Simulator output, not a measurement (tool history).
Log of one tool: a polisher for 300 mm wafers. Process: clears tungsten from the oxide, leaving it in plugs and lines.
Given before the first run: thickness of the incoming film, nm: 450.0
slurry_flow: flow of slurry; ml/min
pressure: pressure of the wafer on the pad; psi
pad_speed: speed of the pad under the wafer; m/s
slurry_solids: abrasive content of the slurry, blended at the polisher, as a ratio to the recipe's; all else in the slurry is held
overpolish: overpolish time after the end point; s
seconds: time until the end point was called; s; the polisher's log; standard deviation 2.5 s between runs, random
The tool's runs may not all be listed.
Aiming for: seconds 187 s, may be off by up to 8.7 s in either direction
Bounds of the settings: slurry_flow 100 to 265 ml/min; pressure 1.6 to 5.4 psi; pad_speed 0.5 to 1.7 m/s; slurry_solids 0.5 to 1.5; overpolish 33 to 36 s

run,day,slurry_flow,pressure,pad_speed,slurry_solids,overpolish,seconds
1,0,170,3.5,1.1,1,33,81.969
2,0.258,170,3.5,1.1,1.2,33,80.423
3,0.562,165,3,1.02,1.2,33,97.555
4,0.796,165,2.6,0.92,1.2,33,121.95
5,1.062,165,2.6,0.92,1.2,36,123.08
6,1.188,165,2.3,0.88,1.2,36,140.39
7,1.521,165,2.1,0.86,1.2,36,155.94
8,1.604,165,2,0.86,1.2,36,165.38
9,1.733,165,1.9,0.86,1.2,36,165.49
10,2.075,165,1.8,0.86,1.2,36,173.54

5 candidate next runs follow, results not yet known. Just one meets every target within its allowed miss. Identify it.
A,2.417,150,1.8,0.92,1.2,36,?
B,2.417,150,1.6,0.96,0.8,36,?
C,2.417,150,1.7,0.92,1.35,33,?
D,2.417,190,2.3,0.56,1.15,33,?
E,2.417,155,1.9,0.7,1.15,36,?

move,seconds
A,167.44
B,187.78
C,170.84
D,215.82
E,209.32
A: the biggest miss grows against the last run
B: in spec on every target
C: the biggest miss grows against the last run
D: carries the result that was furthest off beyond its target, to the other side
E: carries the result that was furthest off beyond its target, to the other side
B meets every target.
